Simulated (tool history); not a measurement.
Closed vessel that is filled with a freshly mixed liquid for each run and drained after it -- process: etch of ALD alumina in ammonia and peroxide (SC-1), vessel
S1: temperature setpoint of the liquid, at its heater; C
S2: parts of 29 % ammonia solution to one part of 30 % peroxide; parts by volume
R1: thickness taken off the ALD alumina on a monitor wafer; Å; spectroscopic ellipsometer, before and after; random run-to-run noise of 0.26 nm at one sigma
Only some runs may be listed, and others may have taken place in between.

Run 1, hour 0.0: S1 56.0 C, S2 0.50 parts by volume, time in the liquid (s) 375. Result: R1 304.56 Å.
Run 2, hour 1.2: S1 56.5 C, S2 0.50 parts by volume, time in the liquid (s) 375. Result: R1 311.64 Å.
Run 3, hour 6.2: S1 63.5 C, S2 0.50 parts by volume, time in the liquid (s) 375. Result: R1 446.82 Å.
Run 4, hour 11.7: S1 63.5 C, S2 0.45 parts by volume, time in the liquid (s) 375. Result: R1 435.87 Å.
Run 5, hour 18.7: S1 63.0 C, S2 0.45 parts by volume, time in the liquid (s) 375. Result: R1 427.47 Å.
At hour 25.6: ammonia flow meter replaced.
Run 6, hour 25.6: S1 63.0 C, S2 0.40 parts by volume, time in the liquid (s) 375. Result: R1 423.07 Å.

What will run 7 give?
Run 7, hour 31.7: S1 62.5 C, S2 0.40 parts by volume, time in the liquid (s) 375. Result: R1 ?.

R1: 412.86 Å
